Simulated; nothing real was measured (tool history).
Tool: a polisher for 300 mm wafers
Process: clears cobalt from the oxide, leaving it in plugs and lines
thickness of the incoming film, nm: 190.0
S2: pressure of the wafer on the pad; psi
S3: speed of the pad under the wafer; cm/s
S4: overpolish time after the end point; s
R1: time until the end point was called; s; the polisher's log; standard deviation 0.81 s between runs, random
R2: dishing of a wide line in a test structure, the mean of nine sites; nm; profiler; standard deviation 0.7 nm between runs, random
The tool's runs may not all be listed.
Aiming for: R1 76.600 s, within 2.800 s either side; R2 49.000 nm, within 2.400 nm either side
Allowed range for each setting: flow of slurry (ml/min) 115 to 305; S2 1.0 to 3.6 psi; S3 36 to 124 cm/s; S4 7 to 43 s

run 1 day=0.000 | flow_of_slurry_(ml/min)=195 S2=2.3 S3=80 S4=22 | R1=34.265 R2=52.933
run 2 day=0.188 | flow_of_slurry_(ml/min)=195 S2=2.8 S3=80 S4=22 | R1=28.748 R2=57.378
run 3 day=0.225 | flow_of_slurry_(ml/min)=190 S2=2.2 S3=72 S4=27 | R1=38.663 R2=54.918
run 4 day=0.588 | flow_of_slurry_(ml/min)=190 S2=2.2 S3=72 S4=20 | R1=39.142 R2=49.373
run 5 day=0.675 | flow_of_slurry_(ml/min)=185 S2=1.8 S3=64 S4=25 | R1=49.120 R2=47.696
run 6 day=0.842 | flow_of_slurry_(ml/min)=185 S2=1.5 S3=58 S4=30 | R1=60.935 R2=46.896
run 7 day=1.208 | flow_of_slurry_(ml/min)=175 S2=1.0 S3=56 S4=40 | R1=81.254 R2=47.786
run 8 day=1.342 | flow_of_slurry_(ml/min)=180 S2=1.0 S3=56 S4=40 | R1=81.420 R2=48.804
run 9 day=1.458 | flow_of_slurry_(ml/min)=180 S2=1.0 S3=56 S4=39 | R1=81.359 R2=48.192

Below are 4 possible settings for the next run. Only one of them brings all results inside the allowed miss of their targets. Which is it?
run A day=1.575 | flow_of_slurry_(ml/min)=170 S2=1.1 S3=52 S4=42 | R1=? R2=?
run B day=1.575 | flow_of_slurry_(ml/min)=205 S2=1.0 S3=52 S4=41 | R1=? R2=?
run C day=1.575 | flow_of_slurry_(ml/min)=195 S2=1.0 S3=52 S4=42 | R1=? R2=?
run D day=1.575 | flow_of_slurry_(ml/min)=245 S2=1.2 S3=52 S4=39 | R1=? R2=?

move=A R1=83.955 R2=49.530
move=B R1=86.219 R2=48.400
move=C R1=86.758 R2=48.821
move=D R1=76.452 R2=49.927
A: misses by more than the last run did
B: misses by more than the last run did
C: misses by more than the last run did
D: all results in spec
Answer: D
